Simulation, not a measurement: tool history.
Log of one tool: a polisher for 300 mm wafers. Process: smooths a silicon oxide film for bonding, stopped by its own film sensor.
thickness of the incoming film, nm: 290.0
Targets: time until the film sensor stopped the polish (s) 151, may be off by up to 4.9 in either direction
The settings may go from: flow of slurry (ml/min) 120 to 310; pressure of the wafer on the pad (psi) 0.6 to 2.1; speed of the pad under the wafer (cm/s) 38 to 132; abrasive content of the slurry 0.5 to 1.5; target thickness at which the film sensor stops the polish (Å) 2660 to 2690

run  hour  flow of slurry (ml/min)  pressure of the wafer on the pad (psi)  speed of the pad under the wafer (cm/s)  abrasive content of the slurry  target thickness at which the film sensor stops the polish (Å)  time until the film sensor stopped the polish (s)
  1     0                      200                                     1.3                                       84                               1                                                            2660                                             67.641
  2   3.1                      200                                     1.5                                       84                               1                                                            2660                                             58.439
  3   4.3                      200                                     1.2                                       84                               1                                                            2660                                             70.958
  4     7                      200                                     1.2                                       84                               1                                                            2690                                             62.962
  5  11.1                      165                                     1.2                                       84                               1                                                            2690                                             63.209
  6  19.9                      165                                     1.1                                       78                               1                                                            2690                                             70.421
  7  28.3                      165                                       1                                       72                            0.95                                                            2690                                             84.217
  8  37.3                      160                                     0.6                                       48                            0.95                                                            2690                                             169.87

Below are 4 possible settings for the next run. Only one of them brings all results inside the allowed miss of their targets. Which is it?
  A  46.3                      195                                     0.7                                       44                            0.85                                                            2690                                                  ?
  B  46.3                      150                                     0.7                                       46                               1                                                            2670                                                  ?
  C  46.3                      150                                     0.7                                       48                            0.85                                                            2690                                                  ?
  D  46.3                      120                                     0.6                                       58                            1.05                                                            2690                                                  ?

move  time until the film sensor stopped the polish (s)
   A                                             163.74
   B                                             164.33
   C                                             159.13
   D                                             147.14
A: better than the last run, though not everything is in spec
B: better than the last run, though not everything is in spec
C: better than the last run, though not everything is in spec
D: every result lands within tolerance
Answer: D

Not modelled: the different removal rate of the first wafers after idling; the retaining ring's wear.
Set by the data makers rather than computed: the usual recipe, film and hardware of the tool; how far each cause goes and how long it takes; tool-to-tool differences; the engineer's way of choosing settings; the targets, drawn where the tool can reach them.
